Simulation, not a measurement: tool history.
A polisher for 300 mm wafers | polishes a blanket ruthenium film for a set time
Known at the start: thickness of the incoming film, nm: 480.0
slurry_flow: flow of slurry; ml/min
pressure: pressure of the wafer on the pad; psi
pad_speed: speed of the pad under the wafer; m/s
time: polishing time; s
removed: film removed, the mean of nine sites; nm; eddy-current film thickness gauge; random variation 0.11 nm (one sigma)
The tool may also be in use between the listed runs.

run 1 day=0.000 | slurry_flow=275 pressure=2.5 pad_speed=0.92 time=20 | removed=23.227
run 2 day=0.262 | slurry_flow=275 pressure=2.2 pad_speed=0.90 time=20 | removed=20.632
run 3 day=0.458 | slurry_flow=275 pressure=2.0 pad_speed=0.86 time=20 | removed=17.793
run 4 day=0.725 | slurry_flow=275 pressure=2.0 pad_speed=0.86 time=20 | removed=17.692
run 5 day=0.779 | slurry_flow=275 pressure=1.8 pad_speed=0.86 time=20 | removed=16.247
run 6 day=0.988 | slurry_flow=275 pressure=1.6 pad_speed=0.86 time=20 | removed=14.788
run 7 day=1.200 | slurry_flow=275 pressure=1.5 pad_speed=0.86 time=20 | removed=14.334
run 8 day=1.525 | slurry_flow=275 pressure=1.4 pad_speed=0.86 time=20 | removed=13.357

Forecast run 9:
run 9 day=1.825 | slurry_flow=275 pressure=1.3 pad_speed=0.86 time=20 | removed=?

{"run 9": {"removed": 12.62}}

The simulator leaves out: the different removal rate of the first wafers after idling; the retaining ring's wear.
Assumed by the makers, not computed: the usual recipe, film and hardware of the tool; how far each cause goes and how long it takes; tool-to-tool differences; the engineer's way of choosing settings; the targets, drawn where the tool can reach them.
